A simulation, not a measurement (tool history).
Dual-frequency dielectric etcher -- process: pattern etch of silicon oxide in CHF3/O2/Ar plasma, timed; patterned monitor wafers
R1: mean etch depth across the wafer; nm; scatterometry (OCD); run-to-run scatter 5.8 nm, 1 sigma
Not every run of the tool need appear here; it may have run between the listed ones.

run 1 hour=0.0 | source_power_(W)=880 bias_power_(W)=216 etch_time_(s)=426.5 | R1=1080.20
run 2 hour=3.5 | source_power_(W)=880 bias_power_(W)=216 etch_time_(s)=446.0 | R1=1147.00
run 3 hour=8.8 | source_power_(W)=800 bias_power_(W)=199 etch_time_(s)=443.5 | R1=1036.70
run 4 hour=15.3 | source_power_(W)=910 bias_power_(W)=199 etch_time_(s)=443.5 | R1=1109.80
run 5 hour=19.2 | source_power_(W)=910 bias_power_(W)=183 etch_time_(s)=443.5 | R1=1072.00
run 6 hour=24.3 | source_power_(W)=910 bias_power_(W)=183 etch_time_(s)=446.0 | R1=1067.40

What will run 7 give?
run 7 hour=28.1 | source_power_(W)=730 bias_power_(W)=160 etch_time_(s)=444.0 | R1=?

R1: 869.63 nm

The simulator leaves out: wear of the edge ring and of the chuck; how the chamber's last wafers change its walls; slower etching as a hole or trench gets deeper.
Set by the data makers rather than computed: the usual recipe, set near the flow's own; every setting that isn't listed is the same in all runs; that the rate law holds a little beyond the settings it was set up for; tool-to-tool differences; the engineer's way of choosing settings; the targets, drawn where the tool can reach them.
